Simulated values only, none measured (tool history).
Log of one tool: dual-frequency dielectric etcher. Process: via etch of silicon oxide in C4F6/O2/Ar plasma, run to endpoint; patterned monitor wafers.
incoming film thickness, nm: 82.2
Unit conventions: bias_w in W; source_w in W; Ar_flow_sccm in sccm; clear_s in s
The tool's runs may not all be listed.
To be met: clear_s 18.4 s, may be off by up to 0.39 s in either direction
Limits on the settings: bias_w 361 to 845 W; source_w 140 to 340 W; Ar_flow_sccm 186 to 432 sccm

run	hour	bias_w	source_w	Ar_flow_sccm	clear_s
1	0	603	240	309	21.107
2	1.6	603	210	309	22.517
3	3.1	603	250	309	20.239
4	4.7	615	250	309	20.3
5	6.9	628	250	309	20.28
6	13.8	642	250	309	20.089
7	21.2	655	250	309	19.865
8	26.2	665	250	309	19.706
9	34.4	674	250	309	19.641
10	35.9	683	250	309	19.462
11	44.8	690	250	309	19.666
12	52	700	250	309	19.308
13	53.3	706	250	309	19.09
14	57	706	250	309	19.253
15	58.6	712	250	309	19.042
16	67.3	716	250	309	19.07
17	71.8	721	250	309	19.083
18	80.3	726	250	309	19.009
19	85.9	730	250	309	18.924
20	87.6	734	250	309	18.945
21	92.4	738	250	309	18.818
22	95.5	741	250	309	18.852
23	96.5	744	250	309	18.914

Of the 4 settings listed for the next run, only one would bring every result within its allowed miss of target. Which one?
A	97.5	797	260	274	?
B	97.5	763	250	293	?
C	97.5	741	280	252	?
D	97.5	739	230	278	?

move	clear_s
A	17.643
B	18.484
C	17.331
D	19.368
A: moves the result that the last run missed by most past its target, out the other side
B: each result inside its tolerance
C: moves the result that the last run missed by most past its target, out the other side
D: moves away from the targets compared with the last run
B meets every target.
